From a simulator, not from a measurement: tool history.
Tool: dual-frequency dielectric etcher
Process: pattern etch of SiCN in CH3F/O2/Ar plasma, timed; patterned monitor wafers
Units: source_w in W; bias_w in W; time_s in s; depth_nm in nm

Run 1, hour 0: source_w 400 W, bias_w 85 W, time_s 30.5 s. Result: depth_nm 11.804 nm.
Run 2, hour 7.2: source_w 430 W, bias_w 85 W, time_s 30.5 s. Result: depth_nm 12.147 nm.
Run 3, hour 11.4: source_w 390 W, bias_w 81 W, time_s 30.5 s. Result: depth_nm 11.434 nm.
Run 4, hour 20: source_w 340 W, bias_w 81 W, time_s 30.5 s. Result: depth_nm 10.661 nm.
Run 5, hour 23.9: source_w 330 W, bias_w 80 W, time_s 30.5 s. Result: depth_nm 10.41 nm.
Run 6, hour 28.4: source_w 330 W, bias_w 93 W, time_s 30.5 s. Result: depth_nm 10.973 nm.
Run 7, hour 34.2: source_w 310 W, bias_w 92 W, time_s 30.5 s. Result: depth_nm 10.443 nm.

Run 8 comes next. What will it give?
Run 8, hour 41.3: source_w 310 W, bias_w 92 W, time_s 30.5 s. Result: depth_nm ?.

depth_nm: 10.487 nm
